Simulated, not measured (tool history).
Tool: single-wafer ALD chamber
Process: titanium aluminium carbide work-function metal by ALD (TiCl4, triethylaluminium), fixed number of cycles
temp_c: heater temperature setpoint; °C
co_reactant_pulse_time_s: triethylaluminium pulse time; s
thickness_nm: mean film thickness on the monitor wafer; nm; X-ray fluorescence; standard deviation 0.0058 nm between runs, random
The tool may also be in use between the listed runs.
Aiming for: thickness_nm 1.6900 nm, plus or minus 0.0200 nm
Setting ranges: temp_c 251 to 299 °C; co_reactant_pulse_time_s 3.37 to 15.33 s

run 1 hour=0.0 | temp_c=275 co_reactant_pulse_time_s=9.35 | thickness_nm=1.5942
run 2 hour=0.7 | temp_c=278 co_reactant_pulse_time_s=9.46 | thickness_nm=1.6142
run 3 hour=9.2 | temp_c=278 co_reactant_pulse_time_s=11.86 | thickness_nm=1.6551
run 4 hour=12.0 | temp_c=279 co_reactant_pulse_time_s=11.92 | thickness_nm=1.6781
run 5 hour=16.3 | temp_c=272 co_reactant_pulse_time_s=11.92 | thickness_nm=1.6174
run 6 hour=17.3 | temp_c=278 co_reactant_pulse_time_s=11.92 | thickness_nm=1.6640
run 7 hour=18.8 | temp_c=279 co_reactant_pulse_time_s=11.96 | thickness_nm=1.6778
run 8 hour=20.7 | temp_c=279 co_reactant_pulse_time_s=11.97 | thickness_nm=1.6601

Of the 4 settings listed for the next run, only one would bring every result within its allowed miss of target. Which one?
run A hour=22.6 | temp_c=276 co_reactant_pulse_time_s=11.47 | thickness_nm=?
run B hour=22.6 | temp_c=271 co_reactant_pulse_time_s=12.01 | thickness_nm=?
run C hour=22.6 | temp_c=281 co_reactant_pulse_time_s=14.51 | thickness_nm=?
run D hour=22.6 | temp_c=276 co_reactant_pulse_time_s=11.14 | thickness_nm=?

move=A thickness_nm=1.6327
move=B thickness_nm=1.5953
move=C thickness_nm=1.6935
move=D thickness_nm=1.6286
A: further off than the last run
B: further off than the last run
C: all results in spec
D: further off than the last run
So the answer is move C, the one that meets all the targets.

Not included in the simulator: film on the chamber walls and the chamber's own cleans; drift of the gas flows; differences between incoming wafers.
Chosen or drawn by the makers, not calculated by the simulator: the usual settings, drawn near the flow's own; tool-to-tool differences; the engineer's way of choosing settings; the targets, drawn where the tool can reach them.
